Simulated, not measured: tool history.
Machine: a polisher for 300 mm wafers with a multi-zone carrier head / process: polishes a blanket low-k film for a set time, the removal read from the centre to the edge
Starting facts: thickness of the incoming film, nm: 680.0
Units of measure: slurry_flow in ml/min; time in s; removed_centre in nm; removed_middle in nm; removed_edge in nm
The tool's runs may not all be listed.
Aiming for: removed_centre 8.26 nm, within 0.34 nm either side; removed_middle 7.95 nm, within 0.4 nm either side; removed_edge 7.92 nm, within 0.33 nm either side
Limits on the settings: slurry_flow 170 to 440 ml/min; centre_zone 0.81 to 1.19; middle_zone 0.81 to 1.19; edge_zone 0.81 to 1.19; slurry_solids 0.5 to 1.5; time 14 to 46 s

run,hour,slurry_flow,centre_zone,middle_zone,edge_zone,slurry_solids,time,removed_centre,removed_middle,removed_edge
1,0,280,1,1,1,1,30,8.5643,8.9175,8.7782
2,3,280,1.01,0.98,0.98,0.95,30,8.4558,8.3912,8.6024
3,7.7,280,1.02,0.99,0.96,0.95,30,8.6394,8.5329,8.2829
4,16.2,280,1.02,0.99,0.88,0.95,30,8.461,8.5462,8.1604
5,18.9,275,1.02,0.98,0.88,0.95,30,8.5863,8.3638,8.1335
6,25.6,275,1.02,1.05,0.88,0.95,30,8.497,8.7584,8.3236
7,32.7,265,1.02,1.03,0.89,0.95,30,8.4496,8.7737,8.2518
8,35.9,270,1.02,1.01,0.89,0.95,30,8.2485,8.5662,8.3011
9,43.5,260,1.07,0.96,0.84,0.9,30,8.7998,7.8947,7.7409

Which one of the following 5 next-run settings gets every result inside its allowed miss? There is exactly one.
A,51.1,260,1.18,0.92,0.81,0.85,31,?,?,?
B,51.1,340,1.19,0.98,0.87,0.9,29,?,?,?
C,51.1,235,1.13,0.89,0.82,0.85,32,?,?,?
D,51.1,185,1.16,0.97,0.81,0.95,31,?,?,?
E,51.1,225,1.01,0.93,0.85,1.1,28,?,?,?

move,removed_centre,removed_middle,removed_edge
A,9.5717,7.4416,7.6953
B,9.6142,7.7754,7.7797
C,9.337,7.3961,7.9116
D,9.5617,7.9327,7.9396
E,8.3502,7.6802,8.0318
A: its largest miss is bigger than the last run's
B: its largest miss is bigger than the last run's
C: its largest miss is bigger than the last run's
D: its largest miss is bigger than the last run's
E: all results land within tolerance of their targets
Answer: E
